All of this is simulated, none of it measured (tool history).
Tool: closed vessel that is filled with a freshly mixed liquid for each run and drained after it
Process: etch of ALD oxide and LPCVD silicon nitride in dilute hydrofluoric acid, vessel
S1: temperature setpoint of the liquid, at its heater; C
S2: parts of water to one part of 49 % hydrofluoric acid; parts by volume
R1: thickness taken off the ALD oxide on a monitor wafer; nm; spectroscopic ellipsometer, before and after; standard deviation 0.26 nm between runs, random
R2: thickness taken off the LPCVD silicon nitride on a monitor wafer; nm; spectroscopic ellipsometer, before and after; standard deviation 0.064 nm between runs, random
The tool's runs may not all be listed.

run 1 hour=0 | S1=24 S2=250 time_in_the_liquid_(s)=115 | R1=11.928 R2=0.28196
run 2 hour=3.4 | S1=27.5 S2=250 time_in_the_liquid_(s)=115 | R1=13.552 R2=0.3433
run 3 hour=5.4 | S1=27.5 S2=250 time_in_the_liquid_(s)=145 | R1=17.041 R2=0.38452
run 4 hour=12 | S1=27.5 S2=340 time_in_the_liquid_(s)=145 | R1=11.534 R2=0.33584
run 5 hour=20.5 | S1=26 S2=340 time_in_the_liquid_(s)=145 | R1=10.916 R2=0.3047
run 6 hour=21.2 | S1=27.5 S2=340 time_in_the_liquid_(s)=145 | R1=11.505 R2=0.30315
run 7 hour=25.7 | S1=28.5 S2=300 time_in_the_liquid_(s)=145 | R1=14.227 R2=0.38157
run 8 hour=34 | S1=29 S2=265 time_in_the_liquid_(s)=145 | R1=16.543 R2=0.45805

Expected results for the next run?
run 9 hour=42 | S1=29 S2=230 time_in_the_liquid_(s)=145 | R1=? R2=?

R1: 19.899 nm
R2: 0.46714 nm
